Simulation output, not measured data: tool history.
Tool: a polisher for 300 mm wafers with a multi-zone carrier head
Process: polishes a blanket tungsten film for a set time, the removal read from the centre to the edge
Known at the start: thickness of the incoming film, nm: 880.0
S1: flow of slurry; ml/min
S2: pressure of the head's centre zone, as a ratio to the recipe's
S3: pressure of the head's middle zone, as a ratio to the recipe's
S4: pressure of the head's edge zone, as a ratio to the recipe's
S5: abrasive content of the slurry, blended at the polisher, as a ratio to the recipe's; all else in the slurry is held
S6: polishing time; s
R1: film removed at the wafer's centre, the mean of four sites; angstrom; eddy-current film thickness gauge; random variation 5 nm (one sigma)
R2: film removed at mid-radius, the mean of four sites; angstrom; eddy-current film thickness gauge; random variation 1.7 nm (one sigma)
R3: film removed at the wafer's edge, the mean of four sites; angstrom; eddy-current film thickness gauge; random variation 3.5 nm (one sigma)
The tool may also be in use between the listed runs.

run 1 hour=0.0 | S1=300 S2=1.00 S3=1.00 S4=1.00 S5=1.00 S6=85 | R1=2838.1 R2=2707.3 R3=2688.8
run 2 hour=1.4 | S1=300 S2=1.00 S3=1.00 S4=1.00 S5=1.10 S6=85 | R1=2841.3 R2=2767.2 R3=2765.0
run 3 hour=3.6 | S1=360 S2=1.00 S3=1.00 S4=1.00 S5=1.10 S6=85 | R1=2915.3 R2=2824.2 R3=2867.8
run 4 hour=11.4 | S1=360 S2=1.00 S3=0.95 S4=1.00 S5=1.10 S6=85 | R1=2842.0 R2=2698.9 R3=2844.3
run 5 hour=19.0 | S1=365 S2=1.03 S3=0.95 S4=1.00 S5=1.10 S6=85 | R1=2936.5 R2=2666.6 R3=2836.5
run 6 hour=27.1 | S1=365 S2=0.99 S3=0.95 S4=1.00 S5=1.10 S6=85 | R1=2970.0 R2=2699.4 R3=2857.2
run 7 hour=35.5 | S1=370 S2=1.00 S3=0.93 S4=0.97 S5=1.10 S6=86 | R1=2990.4 R2=2709.9 R3=2813.1
run 8 hour=38.3 | S1=375 S2=1.03 S3=0.93 S4=0.96 S5=1.15 S6=86 | R1=3095.6 R2=2729.3 R3=2830.0

Run 9 comes next. What will it give?
run 9 hour=45.2 | S1=375 S2=1.03 S3=0.93 S4=0.96 S5=1.15 S6=86 | R1=? R2=? R3=?

R1: 3105.1 angstrom
R2: 2763.8 angstrom
R3: 2872.5 angstrom
